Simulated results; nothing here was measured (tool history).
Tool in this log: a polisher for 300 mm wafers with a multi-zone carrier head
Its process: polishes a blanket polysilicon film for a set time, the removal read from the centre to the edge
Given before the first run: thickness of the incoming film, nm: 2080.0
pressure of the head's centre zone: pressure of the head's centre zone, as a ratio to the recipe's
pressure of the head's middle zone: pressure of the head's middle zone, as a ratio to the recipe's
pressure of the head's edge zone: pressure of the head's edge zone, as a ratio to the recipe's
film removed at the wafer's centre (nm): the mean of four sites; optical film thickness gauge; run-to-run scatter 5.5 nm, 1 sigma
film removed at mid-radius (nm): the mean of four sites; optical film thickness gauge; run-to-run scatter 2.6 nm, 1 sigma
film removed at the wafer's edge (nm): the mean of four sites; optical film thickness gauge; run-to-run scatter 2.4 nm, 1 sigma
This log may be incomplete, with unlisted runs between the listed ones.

run	day	flow of slurry (ml/min)	pressure of the head's centre zone	pressure of the head's middle zone	pressure of the head's edge zone	polishing time (s)	film removed at the wafer's centre (nm)	film removed at mid-radius (nm)	film removed at the wafer's edge (nm)
1	0	160	1	1	1	58	481.85	470.86	484.76
2	0.183	160	0.94	1	1	58	466.66	465.56	490.43
3	0.367	155	0.96	0.99	0.98	57	463.67	447.35	474.05
4	0.638	150	0.97	0.99	0.96	56	463.09	439.38	457.17
5	0.942	145	0.97	0.99	0.95	55	451.93	437.46	447.39
6	1.117	170	0.97	0.99	0.95	55	453.09	442.63	448.9
7	1.379	170	0.98	0.98	0.94	54	453.7	427.51	442.62
8	1.708	165	0.98	0.97	0.92	53	432.39	415	429

Expected results for the next run?
9	1.954	160	1	0.96	0.91	53	?	?	?

Run 9 came out at film removed at the wafer's centre (nm) 451.73, film removed at mid-radius (nm) 409.2, film removed at the wafer's edge (nm) 426.63.
